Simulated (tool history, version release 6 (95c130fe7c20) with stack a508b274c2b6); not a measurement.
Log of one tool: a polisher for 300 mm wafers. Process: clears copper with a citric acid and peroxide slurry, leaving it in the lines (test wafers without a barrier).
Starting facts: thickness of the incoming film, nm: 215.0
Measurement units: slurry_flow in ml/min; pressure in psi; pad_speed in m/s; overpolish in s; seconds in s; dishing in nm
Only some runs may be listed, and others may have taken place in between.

run	hour	slurry_flow	pressure	pad_speed	slurry_solids	overpolish	seconds	dishing
1	0	305	3.3	0.9	1	11	112.73	16.169
2	3.5	265	3.3	0.9	1	11	115.16	16.84
3	6.7	265	2.6	0.9	1	11	144.2	13.065
4	13.7	265	2.6	0.9	1.2	11	137.34	13.642
5	19.1	270	2.8	0.9	1.2	10	130	13.102
6	26.4	270	2.8	0.9	1.2	14	129.66	18.56

Run 7, settings as shown, results not yet in. Your forecast:
7	29.7	270	3.8	0.92	1.2	8	?	?

Run 7 yielded seconds 94.336 s, dishing 14.676 nm.
